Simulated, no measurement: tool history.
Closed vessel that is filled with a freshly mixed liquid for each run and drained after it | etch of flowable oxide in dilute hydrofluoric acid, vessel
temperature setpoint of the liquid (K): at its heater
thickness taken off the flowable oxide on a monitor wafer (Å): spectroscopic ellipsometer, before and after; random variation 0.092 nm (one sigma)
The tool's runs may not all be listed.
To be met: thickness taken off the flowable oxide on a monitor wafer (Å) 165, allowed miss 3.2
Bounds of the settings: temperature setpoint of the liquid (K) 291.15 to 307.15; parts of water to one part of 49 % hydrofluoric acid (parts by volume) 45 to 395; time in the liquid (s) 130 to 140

| run | hour | temperature setpoint of the liquid (K) | parts of water to one part of 49 % hydrofluoric acid (parts by volume) | time in the liquid (s) | thickness taken off the flowable oxide on a monitor wafer (Å) |
|---|---|---|---|---|---|
| 1 | 0 | 299.15 | 220 | 130 | 185.42 |
| 2 | 1.8 | 298.15 | 220 | 130 | 177.69 |
| 3 | 8.9 | 301.65 | 220 | 130 | 200.53 |
| 4 | 16 | 299.65 | 220 | 130 | 187.31 |
| 5 | 20.7 | 297.65 | 220 | 130 | 172.83 |
| 6 | 28.5 | 297.65 | 220 | 140 | 188.02 |
| 7 | 29.9 | 296.65 | 220 | 140 | 179.25 |
| 8 | 31 | 296.15 | 220 | 140 | 177.11 |
| 9 | 35.5 | 295.65 | 220 | 140 | 173.65 |

Which of these 5 next moves meets every target?
| A | 40 | 296.15 | 205 | 135 | ? |
| B | 40 | 297.15 | 240 | 135 | ? |
| C | 40 | 296.15 | 235 | 135 | ? |
| D | 40 | 294.15 | 205 | 130 | ? |
| E | 40 | 301.15 | 280 | 140 | ? |

| move | thickness taken off the flowable oxide on a monitor wafer (Å) |
|---|---|
| A | 186.16 |
| B | 159.06 |
| C | 157.46 |
| D | 166.26 |
| E | 155.75 |
A: further off than the last run
B: takes the result that was furthest off past its target
C: takes the result that was furthest off past its target
D: meets every target
E: takes the result that was furthest off past its target
The right move is D.
